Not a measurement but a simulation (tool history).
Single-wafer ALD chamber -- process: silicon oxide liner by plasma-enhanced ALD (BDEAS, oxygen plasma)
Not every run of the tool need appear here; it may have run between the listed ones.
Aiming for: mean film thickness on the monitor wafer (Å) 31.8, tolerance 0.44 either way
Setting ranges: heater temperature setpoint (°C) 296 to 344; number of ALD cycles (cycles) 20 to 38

run,hour,heater temperature setpoint (°C),number of ALD cycles (cycles),mean film thickness on the monitor wafer (Å)
1,0,320,29,26
2,2.5,320,25,22.25
3,10.9,320,21,18.874
4,18.1,326,21,18.592
5,20.6,326,25,22.061
6,29.4,315,25,22.481
7,34,313,27,24.328
8,37.1,312,28,25.192
9,44.1,312,28,25.204
10,45.4,311,29,26.078
11,50.1,311,30,27.153
12,56.8,310,31,28.115
13,60,310,32,28.927
14,65.4,309,33,29.893
15,70.2,308,33,29.925

Next run, 4 choices. One meets every target within its allowed miss, the rest don't. Which?
A,75,311,36,?
B,75,296,31,?
C,75,304,35,?
D,75,311,30,?

move,mean film thickness on the monitor wafer (Å)
A,32.587
B,28.66
C,31.959
D,27.156
A: takes the biggest miss from the last run beyond its target
B: lands further from the targets than the last run did
C: every result within its allowed miss
D: lands further from the targets than the last run did
Answer: C

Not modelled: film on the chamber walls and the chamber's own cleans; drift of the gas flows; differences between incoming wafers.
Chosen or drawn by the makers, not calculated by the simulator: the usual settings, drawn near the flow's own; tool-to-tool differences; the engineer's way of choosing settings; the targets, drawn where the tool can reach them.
